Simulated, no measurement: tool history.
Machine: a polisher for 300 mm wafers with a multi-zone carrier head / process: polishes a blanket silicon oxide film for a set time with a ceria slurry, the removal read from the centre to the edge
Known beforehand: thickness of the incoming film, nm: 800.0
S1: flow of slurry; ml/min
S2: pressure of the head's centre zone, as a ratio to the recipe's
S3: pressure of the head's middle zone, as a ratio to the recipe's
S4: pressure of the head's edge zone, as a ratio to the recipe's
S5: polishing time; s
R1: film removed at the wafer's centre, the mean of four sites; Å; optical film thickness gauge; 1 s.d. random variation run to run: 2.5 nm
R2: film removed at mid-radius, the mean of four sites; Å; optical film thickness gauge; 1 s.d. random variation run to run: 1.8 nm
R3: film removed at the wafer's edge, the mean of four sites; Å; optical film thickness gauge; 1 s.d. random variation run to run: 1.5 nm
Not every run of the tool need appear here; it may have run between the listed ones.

| run | hour | S1 | S2 | S3 | S4 | S5 | R1 | R2 | R3 |
|---|---|---|---|---|---|---|---|---|---|
| 1 | 0 | 210 | 1 | 1 | 1 | 39 | 1575.9 | 1550.9 | 1558.2 |
| 2 | 5.4 | 210 | 1 | 1 | 0.94 | 39 | 1601.9 | 1565 | 1554.5 |
| 3 | 7.7 | 215 | 0.98 | 1.02 | 0.95 | 41 | 1641.6 | 1671.4 | 1618.3 |
| 4 | 9.9 | 215 | 0.98 | 1.05 | 0.95 | 41 | 1645.9 | 1739.7 | 1618.5 |
| 5 | 16.3 | 215 | 0.98 | 1.13 | 0.95 | 41 | 1664.7 | 1816.2 | 1613.8 |
| 6 | 18.1 | 220 | 0.97 | 1.13 | 0.98 | 42 | 1626.6 | 1895.8 | 1688.6 |
| 7 | 24.5 | 230 | 0.98 | 1.14 | 1 | 43 | 1719.4 | 1921.3 | 1754 |
| 8 | 26.3 | 235 | 0.97 | 1.15 | 1.01 | 44 | 1770 | 2000.9 | 1805.9 |

Expected results for the next run?
| 9 | 31.9 | 240 | 0.96 | 1.16 | 1.02 | 45 | ? | ? | ? |

For run 9 the tool returned R1 1758.3 Å, R2 2064.4 Å, R3 1864.1 Å.
